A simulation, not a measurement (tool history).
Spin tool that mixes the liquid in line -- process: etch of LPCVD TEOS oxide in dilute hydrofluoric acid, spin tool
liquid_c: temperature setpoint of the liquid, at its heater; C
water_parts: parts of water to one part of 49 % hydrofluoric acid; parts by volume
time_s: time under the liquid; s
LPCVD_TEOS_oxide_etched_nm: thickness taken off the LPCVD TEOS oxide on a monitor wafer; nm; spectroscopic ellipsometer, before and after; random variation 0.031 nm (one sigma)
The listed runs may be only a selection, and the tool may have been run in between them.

run  hour  liquid_c  water_parts  time_s  LPCVD_TEOS_oxide_etched_nm
  1     0        25          225      60                      5.5944
  2     7        25          225      60                      5.6324
  3  11.8        25          265      60                       4.602
  4  19.6        25          230      60                      5.5337
  5  25.6        28          230      60                      6.0952
  6    28      25.5          230      60                      5.6098
  7  30.1        26          230      60                      5.6624

What does the tool deliver on the next run?
  8  38.6        26          230      60                           ?

{"run 8": {"LPCVD_TEOS_oxide_etched_nm": 5.7118}}

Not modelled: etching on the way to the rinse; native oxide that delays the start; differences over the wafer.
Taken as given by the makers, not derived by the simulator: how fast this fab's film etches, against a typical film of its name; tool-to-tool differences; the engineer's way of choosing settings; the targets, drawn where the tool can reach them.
